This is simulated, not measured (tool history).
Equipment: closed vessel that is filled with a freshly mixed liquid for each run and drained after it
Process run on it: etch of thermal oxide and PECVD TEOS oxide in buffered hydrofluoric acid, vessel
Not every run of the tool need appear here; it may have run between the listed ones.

run  hour  temperature setpoint of the liquid (C)  parts of 40 % ammonium fluoride to one part of 49 % hydrofluoric acid (parts by volume)  time in the liquid (s)  thickness taken off the thermal oxide on a monitor wafer (Å)  thickness taken off the PECVD TEOS oxide on a monitor wafer (Å)
  1   0.0                                    23.0                                                                                      7.5                      60                                                        826.56                                                           1647.5
  2   6.2                                    23.0                                                                                      7.5                      75                                                       1024.30                                                           2053.0
  3   8.9                                    23.5                                                                                      7.5                      75                                                       1057.60                                                           2131.5
  4  11.5                                    22.0                                                                                      7.5                      75                                                        976.92                                                           1947.1
  5  13.5                                    22.5                                                                                      7.5                      75                                                       1001.80                                                           2008.4
  6  14.3                                    23.0                                                                                      7.5                      75                                                       1024.00                                                           2079.3
  7  19.5                                    23.0                                                                                      7.5                      75                                                       1022.40                                                           2056.1

What does the tool deliver on the next run?
  8  26.9                                    23.5                                                                                      7.5                      75                                                             ?                                                                ?

{"run 8": {"thickness taken off the thermal oxide on a monitor wafer (Å)": 1060.6, "thickness taken off the PECVD TEOS oxide on a monitor wafer (Å)": 2131.5}}
